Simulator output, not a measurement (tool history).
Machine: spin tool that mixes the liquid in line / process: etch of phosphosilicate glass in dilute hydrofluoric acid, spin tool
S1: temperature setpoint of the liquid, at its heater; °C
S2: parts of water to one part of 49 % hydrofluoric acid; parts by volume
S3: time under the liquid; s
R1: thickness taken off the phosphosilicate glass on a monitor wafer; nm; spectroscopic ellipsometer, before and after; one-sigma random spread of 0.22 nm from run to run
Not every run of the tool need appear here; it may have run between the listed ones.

{"run": 1, "hour": 0.0, "S1": 24.0, "S2": 140, "S3": 45, "R1": 25.577}
{"run": 2, "hour": 1.1, "S1": 24.0, "S2": 165, "S3": 45, "R1": 21.011}
{"run": 3, "hour": 7.2, "S1": 24.0, "S2": 165, "S3": 50, "R1": 23.262}
{"run": 4, "hour": 16.0, "S1": 25.0, "S2": 165, "S3": 50, "R1": 24.023}
{"run": 5, "hour": 21.4, "S1": 25.5, "S2": 165, "S3": 50, "R1": 24.917}
{"run": 6, "hour": 25.9, "S1": 25.5, "S2": 120, "S3": 50, "R1": 36.014}

Run 7, settings as shown, results not yet in. Your forecast:
{"run": 7, "hour": 29.8, "S1": 25.0, "S2": 120, "S3": 50, "R1": "?"}

R1: 35.161 nm
